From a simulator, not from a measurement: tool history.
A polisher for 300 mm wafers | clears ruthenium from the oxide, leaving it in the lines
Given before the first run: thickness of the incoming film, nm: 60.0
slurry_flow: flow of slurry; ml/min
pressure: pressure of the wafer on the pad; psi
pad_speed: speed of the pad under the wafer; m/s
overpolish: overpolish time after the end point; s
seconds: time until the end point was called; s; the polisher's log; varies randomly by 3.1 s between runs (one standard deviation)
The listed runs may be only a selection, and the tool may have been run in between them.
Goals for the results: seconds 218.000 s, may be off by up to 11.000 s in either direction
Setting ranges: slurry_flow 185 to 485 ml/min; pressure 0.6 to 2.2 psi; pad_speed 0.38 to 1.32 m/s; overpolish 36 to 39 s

run 1 hour=0.0 | slurry_flow=310 pressure=1.4 pad_speed=0.84 overpolish=36 | seconds=97.415
run 2 hour=8.7 | slurry_flow=310 pressure=1.3 pad_speed=0.80 overpolish=36 | seconds=104.030
run 3 hour=14.1 | slurry_flow=310 pressure=1.3 pad_speed=0.80 overpolish=36 | seconds=105.200
run 4 hour=21.6 | slurry_flow=310 pressure=1.2 pad_speed=0.74 overpolish=36 | seconds=122.400
-- hour=22.3 slurry nozzle cleaned
run 5 hour=22.3 | slurry_flow=380 pressure=1.2 pad_speed=0.74 overpolish=36 | seconds=117.890
run 6 hour=28.4 | slurry_flow=380 pressure=1.1 pad_speed=0.70 overpolish=36 | seconds=135.590
run 7 hour=29.4 | slurry_flow=380 pressure=1.0 pad_speed=0.68 overpolish=36 | seconds=151.540
run 8 hour=36.0 | slurry_flow=380 pressure=1.0 pad_speed=0.68 overpolish=36 | seconds=155.060
run 9 hour=41.4 | slurry_flow=380 pressure=0.9 pad_speed=0.68 overpolish=36 | seconds=160.950
run 10 hour=44.1 | slurry_flow=380 pressure=0.8 pad_speed=0.66 overpolish=36 | seconds=190.240
run 11 hour=47.8 | slurry_flow=375 pressure=0.8 pad_speed=0.66 overpolish=36 | seconds=184.290

Next run, 4 choices. One meets every target within its allowed miss, the rest don't. Which?
run A hour=51.5 | slurry_flow=445 pressure=0.9 pad_speed=0.56 overpolish=36 | seconds=?
run B hour=51.5 | slurry_flow=315 pressure=0.7 pad_speed=0.72 overpolish=36 | seconds=?
run C hour=51.5 | slurry_flow=425 pressure=0.9 pad_speed=0.50 overpolish=39 | seconds=?
run D hour=51.5 | slurry_flow=380 pressure=0.7 pad_speed=0.72 overpolish=36 | seconds=?

move=A seconds=191.770
move=B seconds=194.690
move=C seconds=212.610
move=D seconds=191.650
A: nearer the targets than the last run, but a result is still out of spec
B: nearer the targets than the last run, but a result is still out of spec
C: every result within its allowed miss
D: nearer the targets than the last run, but a result is still out of spec
Correct choice: C, which meets every target
